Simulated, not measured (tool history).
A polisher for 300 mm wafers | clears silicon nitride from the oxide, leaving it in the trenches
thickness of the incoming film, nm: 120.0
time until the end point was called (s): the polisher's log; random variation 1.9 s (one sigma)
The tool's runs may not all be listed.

run  hour  flow of slurry (ml/min)  pressure of the wafer on the pad (psi)  speed of the pad under the wafer (cm/s)  overpolish time after the end point (s)  time until the end point was called (s)
  1     0                      165                                     3.5                                      118                                        5                                   82.446
  2   7.4                      165                                     3.1                                      116                                        5                                   91.224
  3  14.5                      165                                     2.8                                      114                                        5                                   107.92
  4  18.9                      165                                     2.7                                      114                                        5                                   108.24
  5  27.9                      185                                     2.7                                      114                                        5                                   107.81
  6  35.9                      225                                     2.7                                      114                                        5                                   102.49

The next listed run, before its measurement:
  7  38.2                      225                                     2.5                                      114                                        5                                        ?

Run 7 gave time until the end point was called (s) 108.17.

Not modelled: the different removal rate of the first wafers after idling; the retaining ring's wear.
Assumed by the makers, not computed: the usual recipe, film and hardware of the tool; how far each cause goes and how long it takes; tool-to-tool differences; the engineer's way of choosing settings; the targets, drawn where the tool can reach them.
